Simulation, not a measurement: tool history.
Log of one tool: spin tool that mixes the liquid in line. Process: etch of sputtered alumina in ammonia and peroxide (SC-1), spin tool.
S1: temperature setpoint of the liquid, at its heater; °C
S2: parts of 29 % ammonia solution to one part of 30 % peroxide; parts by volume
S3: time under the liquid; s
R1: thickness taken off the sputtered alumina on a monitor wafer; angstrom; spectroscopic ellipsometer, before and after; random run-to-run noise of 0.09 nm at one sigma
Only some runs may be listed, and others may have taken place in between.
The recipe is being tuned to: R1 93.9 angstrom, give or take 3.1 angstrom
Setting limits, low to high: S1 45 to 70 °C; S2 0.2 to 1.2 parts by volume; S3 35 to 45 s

run  hour    S1    S2  S3      R1
  1     0    61   0.9  45  77.035
  2   4.7  62.5   0.9  45    84.2
  3  12.7    63   0.9  45  86.567
  4  21.2    63  1.05  45  86.841
  5  23.9    63  1.05  35   68.11
  6  25.5    65  1.05  35  75.092
  7    31  66.5  1.05  35  80.217
  8  38.2  67.5  1.05  35   84.28
  9  42.1  68.5  1.05  35  87.138
 10  45.5    69  1.05  35  90.395
 11  49.1    69  1.05  35  90.422

Of the 4 settings listed for the next run, only one would bring every result within its allowed miss of target. Which one?
  A  52.7  68.5     1  35   ?
  B  52.7  67.5   1.1  35   ?
  C  52.7  66.5   1.2  40   ?
  D  52.7  68.5  0.75  35   ?

move      R1
   A  88.369
   B  84.937
   C  93.197
   D  86.002
A: lands further from the targets than the last run did
B: lands further from the targets than the last run did
C: all results in spec
D: lands further from the targets than the last run did
The move that meets every target is C.
